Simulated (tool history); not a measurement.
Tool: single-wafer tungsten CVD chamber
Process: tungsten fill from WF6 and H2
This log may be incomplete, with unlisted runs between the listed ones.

run    day  heater temperature setpoint (°C)  chamber pressure (mTorr)  deposition time (s)  mean film thickness on the monitor wafer (angstrom)
  1      0                               400                     37200                   20                                                707.9
  2  0.129                               400                     33800                   20                                               686.01
  3  0.321                               404                     34100                   20                                               730.09
  4  0.542                               404                     28600                   20                                               672.44
  5  0.712                               404                     28600                   20                                               679.47
  6  0.838                               404                     33000                   20                                               718.98
  7  1.021                               408                     33200                   20                                               764.42
  8  1.379                               411                     33400                   20                                               802.67

Run 9 is up next; what results do you expect?
  9  1.483                               413                     33500                   20                                                    ?

Run 9 yielded mean film thickness on the monitor wafer (angstrom) 831.2.
